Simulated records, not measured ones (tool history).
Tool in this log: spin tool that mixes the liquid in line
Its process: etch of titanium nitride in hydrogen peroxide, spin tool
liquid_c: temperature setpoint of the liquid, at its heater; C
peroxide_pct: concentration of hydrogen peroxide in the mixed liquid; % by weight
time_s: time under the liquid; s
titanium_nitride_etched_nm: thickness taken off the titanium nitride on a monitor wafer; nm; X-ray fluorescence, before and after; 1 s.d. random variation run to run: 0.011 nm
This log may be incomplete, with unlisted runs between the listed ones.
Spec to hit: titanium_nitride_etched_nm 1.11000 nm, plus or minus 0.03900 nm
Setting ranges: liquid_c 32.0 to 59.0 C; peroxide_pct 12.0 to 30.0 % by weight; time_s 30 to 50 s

run	hour	liquid_c	peroxide_pct	time_s	titanium_nitride_etched_nm
1	0.0	43.0	23.0	50	0.75425
2	4.2	43.0	24.5	50	0.75133
3	7.8	43.0	24.5	50	0.75784
4	15.8	37.0	24.5	50	0.47128
5	16.7	39.5	24.5	50	0.57830
6	20.6	39.5	29.5	50	0.60672
7	26.9	41.0	29.5	50	0.69504
8	32.5	42.5	29.5	50	0.76098
9	39.4	43.5	29.5	50	0.81400
10	41.5	44.5	29.5	50	0.88136
11	43.9	45.0	29.5	50	0.93328

Which one of the following 4 next-run settings gets every result inside its allowed miss? There is exactly one.
A	46.3	47.5	30.0	50	?
B	46.3	57.0	20.5	30	?
C	46.3	44.5	27.0	50	?
D	46.3	44.5	29.5	50	?

move	titanium_nitride_etched_nm
A	1.11290
B	1.21900
C	0.86829
D	0.88543
A: hits every target within its allowed miss
B: carries the result that was furthest off beyond its target, to the other side
C: misses by more than the last run did
D: misses by more than the last run did
Correct choice: A, which meets every target

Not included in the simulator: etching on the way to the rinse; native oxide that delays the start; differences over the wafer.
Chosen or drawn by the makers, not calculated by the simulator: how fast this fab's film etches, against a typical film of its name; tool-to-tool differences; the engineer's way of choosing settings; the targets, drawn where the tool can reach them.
